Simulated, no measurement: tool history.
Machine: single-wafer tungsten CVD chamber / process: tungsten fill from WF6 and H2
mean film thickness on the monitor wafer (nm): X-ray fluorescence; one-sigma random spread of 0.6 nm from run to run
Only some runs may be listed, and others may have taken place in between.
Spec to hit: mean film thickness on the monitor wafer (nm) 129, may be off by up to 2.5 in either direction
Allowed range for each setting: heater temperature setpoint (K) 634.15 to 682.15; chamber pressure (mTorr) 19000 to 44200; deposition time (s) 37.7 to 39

| run | hour | heater temperature setpoint (K) | chamber pressure (mTorr) | deposition time (s) | mean film thickness on the monitor wafer (nm) |
|---|---|---|---|---|---|
| 1 | 0 | 658.15 | 31600 | 37.7 | 78.99 |
| 2 | 1.7 | 668.15 | 31600 | 37.7 | 93.69 |
| 3 | 8.3 | 672.15 | 33000 | 37.8 | 103.1 |
| 4 | 12.1 | 672.15 | 33000 | 37.7 | 102.1 |
| 5 | 12.7 | 672.15 | 33000 | 37.7 | 102.8 |
| 6 | 21.5 | 672.15 | 33000 | 39 | 105.74 |
| 7 | 22.3 | 675.15 | 33600 | 39 | 112.68 |
| 8 | 26 | 677.15 | 33900 | 39 | 117.62 |

Next run, 4 choices. One meets every target within its allowed miss, the rest don't. Which?
| A | 29.7 | 679.15 | 36800 | 38 | ? |
| B | 29.7 | 674.15 | 34600 | 37.7 | ? |
| C | 29.7 | 666.15 | 39800 | 39 | ? |
| D | 29.7 | 680.15 | 37800 | 38.5 | ? |

| move | mean film thickness on the monitor wafer (nm) |
|---|---|
| A | 123.62 |
| B | 109.1 |
| C | 107.66 |
| D | 129.29 |
A: better than the last run, though not everything is in spec
B: its largest miss is bigger than the last run's
C: its largest miss is bigger than the last run's
D: all results land within tolerance of their targets
D is the move that brings every result within its allowed miss.

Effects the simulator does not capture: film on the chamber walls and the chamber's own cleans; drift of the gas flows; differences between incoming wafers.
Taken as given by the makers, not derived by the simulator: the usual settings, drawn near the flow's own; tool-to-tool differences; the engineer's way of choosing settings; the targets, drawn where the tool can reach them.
